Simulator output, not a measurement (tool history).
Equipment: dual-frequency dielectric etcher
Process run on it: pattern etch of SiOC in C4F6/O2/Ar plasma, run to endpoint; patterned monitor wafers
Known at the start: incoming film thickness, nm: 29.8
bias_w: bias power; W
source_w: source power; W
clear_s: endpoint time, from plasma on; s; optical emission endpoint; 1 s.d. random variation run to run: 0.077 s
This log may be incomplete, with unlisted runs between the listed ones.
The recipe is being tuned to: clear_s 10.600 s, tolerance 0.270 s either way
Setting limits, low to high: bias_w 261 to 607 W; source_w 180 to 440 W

| run | hour | bias_w | source_w | clear_s |
|---|---|---|---|---|
| 1 | 0.0 | 434 | 310 | 13.333 |
| 2 | 1.8 | 476 | 330 | 12.315 |
| 3 | 2.9 | 428 | 330 | 13.063 |
| 4 | 9.2 | 471 | 340 | 12.289 |
| 5 | 13.4 | 471 | 380 | 11.981 |
| 6 | 14.6 | 497 | 390 | 11.604 |
| 7 | 21.8 | 518 | 400 | 11.034 |
| 8 | 29.5 | 526 | 400 | 11.042 |

Next run, 5 choices. One meets every target within its allowed miss, the rest don't. Which?
| A | 37.2 | 470 | 410 | ? |
| B | 37.2 | 507 | 380 | ? |
| C | 37.2 | 525 | 360 | ? |
| D | 37.2 | 572 | 390 | ? |
| E | 37.2 | 524 | 380 | ? |

| move | clear_s |
|---|---|
| A | 11.506 |
| B | 11.368 |
| C | 11.383 |
| D | 10.592 |
| E | 11.177 |
A: its largest miss is bigger than the last run's
B: its largest miss is bigger than the last run's
C: its largest miss is bigger than the last run's
D: every result within its allowed miss
E: its largest miss is bigger than the last run's
The move that meets every target is D.

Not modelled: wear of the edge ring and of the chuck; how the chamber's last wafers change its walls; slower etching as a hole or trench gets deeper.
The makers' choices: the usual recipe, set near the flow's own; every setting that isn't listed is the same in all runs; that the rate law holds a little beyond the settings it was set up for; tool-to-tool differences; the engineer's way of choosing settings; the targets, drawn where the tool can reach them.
